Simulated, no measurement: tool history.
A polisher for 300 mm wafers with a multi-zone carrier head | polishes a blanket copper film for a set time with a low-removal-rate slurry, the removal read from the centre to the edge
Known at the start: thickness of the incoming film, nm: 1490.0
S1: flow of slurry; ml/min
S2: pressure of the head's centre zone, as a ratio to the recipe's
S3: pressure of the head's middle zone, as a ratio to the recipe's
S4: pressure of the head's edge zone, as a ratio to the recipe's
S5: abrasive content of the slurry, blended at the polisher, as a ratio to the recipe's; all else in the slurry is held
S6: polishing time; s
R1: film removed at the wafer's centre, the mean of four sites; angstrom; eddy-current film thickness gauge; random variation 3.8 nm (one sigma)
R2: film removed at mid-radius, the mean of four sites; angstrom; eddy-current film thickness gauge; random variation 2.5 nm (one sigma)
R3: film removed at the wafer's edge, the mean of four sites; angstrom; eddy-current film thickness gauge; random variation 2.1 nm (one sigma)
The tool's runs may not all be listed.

run  hour   S1    S2    S3    S4    S5  S6      R1      R2      R3
  1     0  205     1     1     1     1  60  2519.1  2480.5  2675.1
  2   4.4  165     1     1     1     1  60  2436.8  2398.6  2624.9
  3  13.3  165     1     1     1     1  51  2034.5  2066.8  2225.5
  4  17.2  165     1     1  0.95     1  51    2064  2036.9  2139.1
     21.6  -- edge zone pressure recalibrated
  5  21.6  190  1.06     1  1.01  1.15  52  2355.7    2169  2272.7
  6  25.6  205  1.07  0.98  1.06  1.25  54  2578.8  2254.9  2447.3
  7  29.4  220  1.07  0.97   1.1   1.3  55  2701.4  2352.9  2623.9

Forecast run 8:
  8  30.4  235  1.08  0.97  1.13  1.35  55   ?   ?   ?

{"run 8": {"R1": 2603.3, "R2": 2399.5, "R3": 2662.8}}
